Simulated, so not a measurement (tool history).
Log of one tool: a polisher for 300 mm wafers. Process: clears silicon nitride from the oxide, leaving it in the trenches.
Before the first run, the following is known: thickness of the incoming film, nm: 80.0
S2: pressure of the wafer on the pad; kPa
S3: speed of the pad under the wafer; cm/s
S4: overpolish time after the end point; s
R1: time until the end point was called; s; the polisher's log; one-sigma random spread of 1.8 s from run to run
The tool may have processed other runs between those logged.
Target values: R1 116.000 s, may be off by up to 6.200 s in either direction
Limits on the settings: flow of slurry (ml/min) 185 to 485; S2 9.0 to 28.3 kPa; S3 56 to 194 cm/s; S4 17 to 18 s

Run 1, day 0.000: flow of slurry (ml/min) 310, S2 18.6 kPa, S3 124 cm/s, S4 17 s. Result: R1 64.259 s.
Run 2, day 0.367: flow of slurry (ml/min) 310, S2 18.6 kPa, S3 154 cm/s, S4 17 s. Result: R1 51.895 s.
Run 3, day 0.471: flow of slurry (ml/min) 310, S2 18.6 kPa, S3 184 cm/s, S4 17 s. Result: R1 44.697 s.
Run 4, day 0.729: flow of slurry (ml/min) 305, S2 17.2 kPa, S3 172 cm/s, S4 17 s. Result: R1 51.719 s.
Run 5, day 0.917: flow of slurry (ml/min) 305, S2 21.4 kPa, S3 172 cm/s, S4 17 s. Result: R1 42.201 s.
Run 6, day 1.079: flow of slurry (ml/min) 300, S2 19.3 kPa, S3 160 cm/s, S4 17 s. Result: R1 49.875 s.
Run 7, day 1.196: flow of slurry (ml/min) 285, S2 14.5 kPa, S3 124 cm/s, S4 17 s. Result: R1 80.499 s.
Run 8, day 1.404: flow of slurry (ml/min) 285, S2 13.8 kPa, S3 122 cm/s, S4 17 s. Result: R1 87.451 s.
Run 9, day 1.512: flow of slurry (ml/min) 285, S2 13.1 kPa, S3 122 cm/s, S4 17 s. Result: R1 90.698 s.
Run 10, day 1.646: flow of slurry (ml/min) 285, S2 12.4 kPa, S3 122 cm/s, S4 17 s. Result: R1 99.546 s.
Run 11, day 1.788: flow of slurry (ml/min) 285, S2 11.0 kPa, S3 122 cm/s, S4 17 s. Result: R1 105.810 s.

Which of these 5 next moves meets every target?
Run A, day 1.929: flow of slurry (ml/min) 345, S2 12.4 kPa, S3 120 cm/s, S4 17 s. Result: R1 ?.
Run B, day 1.929: flow of slurry (ml/min) 265, S2 17.9 kPa, S3 80 cm/s, S4 17 s. Result: R1 ?.
Run C, day 1.929: flow of slurry (ml/min) 300, S2 12.4 kPa, S3 124 cm/s, S4 18 s. Result: R1 ?.
Run D, day 1.929: flow of slurry (ml/min) 290, S2 10.3 kPa, S3 120 cm/s, S4 18 s. Result: R1 ?.
Run E, day 1.929: flow of slurry (ml/min) 335, S2 9.0 kPa, S3 160 cm/s, S4 18 s. Result: R1 ?.

move       R1
   A   95.277
   B  103.240
   C   93.465
   D  113.810
   E   96.133
A: misses by more than the last run did
B: misses by more than the last run did
C: misses by more than the last run did
D: every result within its allowed miss
E: misses by more than the last run did
D is the move that brings every result within its allowed miss.
